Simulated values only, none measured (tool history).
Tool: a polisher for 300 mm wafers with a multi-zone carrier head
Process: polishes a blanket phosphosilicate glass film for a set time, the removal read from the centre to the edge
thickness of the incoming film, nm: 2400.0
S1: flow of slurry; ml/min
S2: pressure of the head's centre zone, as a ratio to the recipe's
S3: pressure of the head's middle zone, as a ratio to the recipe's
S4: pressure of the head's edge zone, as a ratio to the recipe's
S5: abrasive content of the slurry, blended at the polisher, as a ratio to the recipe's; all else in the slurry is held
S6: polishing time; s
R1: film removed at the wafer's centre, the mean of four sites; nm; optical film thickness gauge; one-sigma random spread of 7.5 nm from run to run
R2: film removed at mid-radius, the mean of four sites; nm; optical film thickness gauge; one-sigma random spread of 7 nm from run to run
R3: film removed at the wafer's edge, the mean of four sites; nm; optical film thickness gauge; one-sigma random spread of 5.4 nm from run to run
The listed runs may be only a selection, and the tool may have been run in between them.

run	hour	S1	S2	S3	S4	S5	S6	R1	R2	R3
1	0.0	245	1.00	1.00	1.00	1.00	78	891.29	918.79	926.72
2	6.4	245	1.00	1.00	0.96	1.00	78	898.19	921.92	918.18
3	9.0	245	1.00	1.00	0.89	1.00	78	897.59	915.81	893.60
4	13.4	245	1.00	1.07	0.89	1.00	78	901.43	941.40	890.06
5	20.8	240	1.00	1.07	0.88	0.95	78	864.54	933.50	865.18
6	22.5	265	1.00	1.07	0.88	0.95	78	866.32	933.77	861.86
7	24.6	265	1.01	1.06	0.87	0.90	78	850.97	902.62	833.84
8	26.9	265	1.02	1.05	0.87	0.90	78	857.20	884.38	837.31

What does the tool deliver on the next run?
9	28.2	265	1.03	1.05	0.86	0.90	78	?	?	?

{"run 9": {"R1": 869.03, "R2": 886.32, "R3": 843.06}}
